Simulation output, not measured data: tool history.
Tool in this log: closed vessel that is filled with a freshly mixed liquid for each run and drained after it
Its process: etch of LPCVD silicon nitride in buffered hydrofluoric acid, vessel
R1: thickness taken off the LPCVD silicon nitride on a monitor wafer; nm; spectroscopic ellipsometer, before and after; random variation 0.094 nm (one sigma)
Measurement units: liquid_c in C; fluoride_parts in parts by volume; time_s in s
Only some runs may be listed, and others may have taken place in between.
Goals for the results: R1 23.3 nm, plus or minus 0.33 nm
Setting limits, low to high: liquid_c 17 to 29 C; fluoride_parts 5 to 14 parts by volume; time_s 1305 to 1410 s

Run 1, hour 0: liquid_c 21 C, fluoride_parts 8.5 parts by volume, time_s 1305 s. Result: R1 17.604 nm.
Run 2, hour 8.9: liquid_c 21 C, fluoride_parts 8.5 parts by volume, time_s 1305 s. Result: R1 17.761 nm.
Run 3, hour 10.1: liquid_c 21 C, fluoride_parts 10.5 parts by volume, time_s 1305 s. Result: R1 14.821 nm.
Run 4, hour 19: liquid_c 21 C, fluoride_parts 10.5 parts by volume, time_s 1305 s. Result: R1 14.813 nm.
Run 5, hour 20.7: liquid_c 21 C, fluoride_parts 9 parts by volume, time_s 1305 s. Result: R1 16.59 nm.
Run 6, hour 22.5: liquid_c 22.5 C, fluoride_parts 9 parts by volume, time_s 1305 s. Result: R1 18.018 nm.
Run 7, hour 26.7: liquid_c 24 C, fluoride_parts 9 parts by volume, time_s 1305 s. Result: R1 19.707 nm.
Run 8, hour 28.8: liquid_c 27.5 C, fluoride_parts 9 parts by volume, time_s 1305 s. Result: R1 23.772 nm.

4 candidate next runs follow, results not yet known. Just one meets every target within its allowed miss. Identify it.
Run A, hour 30.9: liquid_c 27.5 C, fluoride_parts 10 parts by volume, time_s 1325 s. Result: R1 ?.
Run B, hour 30.9: liquid_c 27.5 C, fluoride_parts 9 parts by volume, time_s 1320 s. Result: R1 ?.
Run C, hour 30.9: liquid_c 25 C, fluoride_parts 8.5 parts by volume, time_s 1370 s. Result: R1 ?.
Run D, hour 30.9: liquid_c 29 C, fluoride_parts 10.5 parts by volume, time_s 1370 s. Result: R1 ?.

move      R1
   A  22.438
   B  23.883
   C  23.061
   D  23.958
A: carries the result that was furthest off beyond its target, to the other side
B: further off than the last run
C: meets every target
D: further off than the last run
The move that meets every target is C.
